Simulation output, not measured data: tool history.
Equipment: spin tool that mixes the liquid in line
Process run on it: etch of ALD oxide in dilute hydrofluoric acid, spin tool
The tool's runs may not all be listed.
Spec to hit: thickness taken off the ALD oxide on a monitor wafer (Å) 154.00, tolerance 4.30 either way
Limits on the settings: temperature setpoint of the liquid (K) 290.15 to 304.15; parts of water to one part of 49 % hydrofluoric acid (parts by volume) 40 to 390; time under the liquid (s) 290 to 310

run	day	temperature setpoint of the liquid (K)	parts of water to one part of 49 % hydrofluoric acid (parts by volume)	time under the liquid (s)	thickness taken off the ALD oxide on a monitor wafer (Å)
1	0.000	296.15	215	290	276.59
2	0.325	299.15	215	290	311.26
3	0.517	296.15	215	290	282.22
4	0.850	294.65	235	290	232.34
5	0.979	293.65	245	290	215.82
6	1.246	293.65	245	310	231.21
7	1.383	292.65	260	310	205.24
8	1.417	292.15	270	310	189.81

Pick the move, out of 4, that brings all results within their allowed miss; only one does.
A	1.450	290.65	220	310	?
B	1.450	292.65	300	295	?
C	1.450	290.15	290	295	?
D	1.450	293.15	340	300	?

move	thickness taken off the ALD oxide on a monitor wafer (Å)
A	235.61
B	165.15
C	156.94
D	145.72
A: the biggest miss grows against the last run
B: better than the last run, though not everything is in spec
C: each result inside its tolerance
D: carries the result that was furthest off beyond its target, to the other side
Go with C: it meets all targets.
